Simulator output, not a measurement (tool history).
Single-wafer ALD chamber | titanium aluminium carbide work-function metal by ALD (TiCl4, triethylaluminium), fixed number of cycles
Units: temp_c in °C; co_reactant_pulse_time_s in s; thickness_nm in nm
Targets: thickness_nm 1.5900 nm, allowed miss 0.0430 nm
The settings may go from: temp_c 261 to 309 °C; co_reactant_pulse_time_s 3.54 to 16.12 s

run	hour	temp_c	co_reactant_pulse_time_s	thickness_nm
1	0.0	285	9.83	2.0144
2	8.5	280	9.83	1.9639
3	17.1	275	8.14	1.8237
4	22.2	275	10.76	1.9079
5	26.9	271	9.34	1.8644
6	30.8	275	9.34	1.9007
7	38.9	271	7.78	1.7735
8	43.5	268	7.13	1.6859
9	44.9	266	6.93	1.6669
10	52.6	265	6.73	1.6290

Which of these 5 next moves meets every target?
A	60.3	272	6.61	?
B	60.3	268	5.89	?
C	60.3	275	6.06	?
D	60.3	266	7.64	?
E	60.3	272	7.06	?

move	thickness_nm
A	1.6995
B	1.5779
C	1.6632
D	1.7269
E	1.7417
A: further off than the last run
B: meets every target
C: further off than the last run
D: further off than the last run
E: further off than the last run
Move B is the one to make.

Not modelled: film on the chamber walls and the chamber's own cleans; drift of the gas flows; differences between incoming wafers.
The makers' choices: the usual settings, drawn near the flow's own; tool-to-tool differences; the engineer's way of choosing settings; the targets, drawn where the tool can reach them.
